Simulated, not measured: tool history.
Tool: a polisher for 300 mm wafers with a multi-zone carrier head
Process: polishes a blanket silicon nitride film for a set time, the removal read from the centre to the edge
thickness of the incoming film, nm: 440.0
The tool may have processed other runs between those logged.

run	hour	flow of slurry (ml/min)	pressure of the head's centre zone	pressure of the head's middle zone	pressure of the head's edge zone	polishing time (s)	film removed at the wafer's centre (Å)	film removed at mid-radius (Å)	film removed at the wafer's edge (Å)
1	0	195	1	1	1	76	1421.7	1448.1	1431.1
2	4.9	185	0.97	0.99	1	73	1333.8	1362.5	1375.2
3	12.5	185	1.04	0.99	1	73	1398.9	1344.4	1398.9
4	20.4	175	1.01	0.99	1.02	70	1312.6	1297	1343.5
5	25	165	0.98	0.99	1.04	67	1188.6	1213.1	1300.3
6	28.3	165	0.98	0.99	0.98	67	1186.4	1228.4	1241.3
7	32.9	160	0.95	0.99	0.99	66	1141.7	1194	1248.5
8	34.2	155	0.93	0.99	0.99	65	1090.7	1176.3	1213.8
9	41.8	155	0.93	0.99	0.99	65	1100.2	1168.4	1195
10	46.9	150	0.91	1	1	64	1050.9	1144.6	1185.4

Expected results for the next run?
11	47.5	145	0.89	1.01	1.01	63	?	?	?

Run 11 came out at film removed at the wafer's centre (Å) 1004.9, film removed at mid-radius (Å) 1132.6, film removed at the wafer's edge (Å) 1160.9.
